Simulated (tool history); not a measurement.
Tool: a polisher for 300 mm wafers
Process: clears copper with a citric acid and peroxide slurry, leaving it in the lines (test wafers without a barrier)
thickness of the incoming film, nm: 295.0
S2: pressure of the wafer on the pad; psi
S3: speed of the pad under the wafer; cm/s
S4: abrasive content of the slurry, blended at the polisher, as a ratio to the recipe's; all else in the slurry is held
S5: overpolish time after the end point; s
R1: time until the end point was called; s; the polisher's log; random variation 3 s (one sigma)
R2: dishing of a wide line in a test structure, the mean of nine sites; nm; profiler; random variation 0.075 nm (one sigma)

Run 1, hour 0.0: flow of slurry (ml/min) 275, S2 2.0 psi, S3 118 cm/s, S4 1.00, S5 11 s. Result: R1 148.54 s, R2 14.3880 nm.
Run 2, hour 8.8: flow of slurry (ml/min) 275, S2 2.0 psi, S3 118 cm/s, S4 1.15, S5 11 s. Result: R1 144.25 s, R2 15.2160 nm.
Run 3, hour 16.7: flow of slurry (ml/min) 275, S2 2.0 psi, S3 108 cm/s, S4 1.15, S5 11 s. Result: R1 155.61 s, R2 14.3360 nm.
Run 4, hour 18.7: flow of slurry (ml/min) 275, S2 2.0 psi, S3 88 cm/s, S4 1.15, S5 11 s. Result: R1 182.44 s, R2 12.3390 nm.
Run 5, hour 21.9: flow of slurry (ml/min) 270, S2 2.0 psi, S3 88 cm/s, S4 1.10, S5 10 s. Result: R1 179.57 s, R2 11.2720 nm.
Run 6, hour 27.1: flow of slurry (ml/min) 270, S2 2.0 psi, S3 88 cm/s, S4 1.30, S5 10 s. Result: R1 176.65 s, R2 11.4400 nm.
Run 7, hour 30.5: flow of slurry (ml/min) 270, S2 2.0 psi, S3 88 cm/s, S4 1.30, S5 9 s. Result: R1 174.70 s, R2 10.3810 nm.

The next listed run, before its measurement:
Run 8, hour 33.0: flow of slurry (ml/min) 270, S2 2.0 psi, S3 88 cm/s, S4 1.30, S5 8 s. Result: R1 ?, R2 ?.

R1: 179.69 s
R2: 9.4472 nm
